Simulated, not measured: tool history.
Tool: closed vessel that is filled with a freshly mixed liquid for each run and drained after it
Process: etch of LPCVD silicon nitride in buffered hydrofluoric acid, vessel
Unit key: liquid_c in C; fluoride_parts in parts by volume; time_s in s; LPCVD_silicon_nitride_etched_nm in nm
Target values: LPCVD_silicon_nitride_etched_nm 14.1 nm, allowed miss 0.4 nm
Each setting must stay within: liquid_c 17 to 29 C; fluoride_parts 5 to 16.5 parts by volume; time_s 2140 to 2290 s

run	day	liquid_c	fluoride_parts	time_s	LPCVD_silicon_nitride_etched_nm
1	0	21	10	2140	23.962
2	0.233	23	10	2140	26.749
3	0.608	23	8	2140	34.107
4	0.738	23	8	2140	34.063
5	0.975	23	8	2140	33.898
6	1.138	23	8	2140	33.969
7	1.312	21.5	9.5	2140	25.572
8	1.421	20	10	2140	22.901
9	1.75	19	11	2140	19.95
10	1.929	18.5	11.5	2140	18.55
11	2.008	18.5	11.5	2140	18.658
12	2.079	18	12	2140	17.596
13	2.204	17.5	12.5	2140	16.402
14	2.45	17.5	13	2140	15.721
15	2.6	17.5	13.5	2140	14.915
16	2.967	17	13.5	2140	14.905

Consider the 4 candidate settings below. Which is the only one whose results all fall within their allowed miss of target?
A	3.333	17	13	2150	?
B	3.333	17	14	2145	?
C	3.333	18	13.5	2140	?
D	3.333	18.5	15	2240	?

move	LPCVD_silicon_nitride_etched_nm
A	15.366
B	14.257
C	15.604
D	15.153
A: its largest miss is bigger than the last run's
B: meets every target
C: its largest miss is bigger than the last run's
D: its largest miss is bigger than the last run's
Move B is the one to make.
